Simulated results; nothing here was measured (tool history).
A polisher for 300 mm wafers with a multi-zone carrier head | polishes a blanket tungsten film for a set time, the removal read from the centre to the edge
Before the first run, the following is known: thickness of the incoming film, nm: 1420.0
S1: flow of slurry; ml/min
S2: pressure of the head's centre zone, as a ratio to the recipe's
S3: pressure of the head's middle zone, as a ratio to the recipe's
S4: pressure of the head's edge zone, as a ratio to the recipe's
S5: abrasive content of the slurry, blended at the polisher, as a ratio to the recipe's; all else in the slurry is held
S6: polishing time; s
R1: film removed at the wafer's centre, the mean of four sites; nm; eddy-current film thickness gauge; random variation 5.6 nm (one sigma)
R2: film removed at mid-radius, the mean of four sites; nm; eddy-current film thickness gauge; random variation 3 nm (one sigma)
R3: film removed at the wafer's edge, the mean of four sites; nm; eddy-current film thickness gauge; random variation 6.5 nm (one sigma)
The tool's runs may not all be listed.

Run 1, hour 0.0: S1 295 ml/min, S2 1.00, S3 1.00, S4 1.00, S5 1.00, S6 87 s. Result: R1 493.07 nm, R2 509.62 nm, R3 495.53 nm.
Run 2, hour 6.2: S1 295 ml/min, S2 1.00, S3 1.00, S4 1.00, S5 1.00, S6 97 s. Result: R1 554.87 nm, R2 568.88 nm, R3 573.23 nm.
Run 3, hour 10.3: S1 295 ml/min, S2 1.03, S3 0.96, S4 0.96, S5 0.85, S6 95 s. Result: R1 542.47 nm, R2 514.99 nm, R3 537.90 nm.
Run 4, hour 17.4: S1 330 ml/min, S2 1.03, S3 0.96, S4 0.96, S5 0.85, S6 95 s. Result: R1 546.90 nm, R2 530.30 nm, R3 540.57 nm.
At hour 22.0: slurry nozzle cleaned.
Run 5, hour 22.0: S1 330 ml/min, S2 1.03, S3 0.96, S4 0.96, S5 0.85, S6 76 s. Result: R1 453.48 nm, R2 428.38 nm, R3 435.32 nm.
Run 6, hour 23.5: S1 335 ml/min, S2 1.06, S3 0.95, S4 0.96, S5 0.85, S6 76 s. Result: R1 454.14 nm, R2 426.93 nm, R3 433.84 nm.

Run 7 comes next. What will it give?
Run 7, hour 29.0: S1 335 ml/min, S2 1.06, S3 0.95, S4 0.96, S5 0.85, S6 76 s. Result: R1 ?, R2 ?, R3 ?.

R1: 453.31 nm
R2: 427.82 nm
R3: 432.02 nm
